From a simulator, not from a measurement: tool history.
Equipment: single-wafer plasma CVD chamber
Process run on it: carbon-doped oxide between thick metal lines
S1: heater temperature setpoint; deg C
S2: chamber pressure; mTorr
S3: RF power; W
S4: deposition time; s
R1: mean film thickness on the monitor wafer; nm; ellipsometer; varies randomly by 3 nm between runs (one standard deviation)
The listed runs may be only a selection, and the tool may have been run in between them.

run 1 hour=0 | S1=370 S2=6770 S3=520 S4=157 | R1=815.44
run 2 hour=8.9 | S1=370 S2=6770 S3=520 S4=157 | R1=809.96
run 3 hour=11.5 | S1=378 S2=6770 S3=520 S4=157 | R1=805.27
run 4 hour=13.8 | S1=378 S2=6770 S3=520 S4=157 | R1=792.62
run 5 hour=21.5 | S1=378 S2=6770 S3=575 S4=157 | R1=829.75
run 6 hour=29 | S1=373 S2=6770 S3=575 S4=157 | R1=836.98
run 7 hour=37.9 | S1=375 S2=6510 S3=510 S4=155 | R1=787.8

Run 8 has not been measured yet. What should we expect?
run 8 hour=39.1 | S1=377 S2=6400 S3=470 S4=154 | R1=?

{"run 8": {"R1": 746.43}}

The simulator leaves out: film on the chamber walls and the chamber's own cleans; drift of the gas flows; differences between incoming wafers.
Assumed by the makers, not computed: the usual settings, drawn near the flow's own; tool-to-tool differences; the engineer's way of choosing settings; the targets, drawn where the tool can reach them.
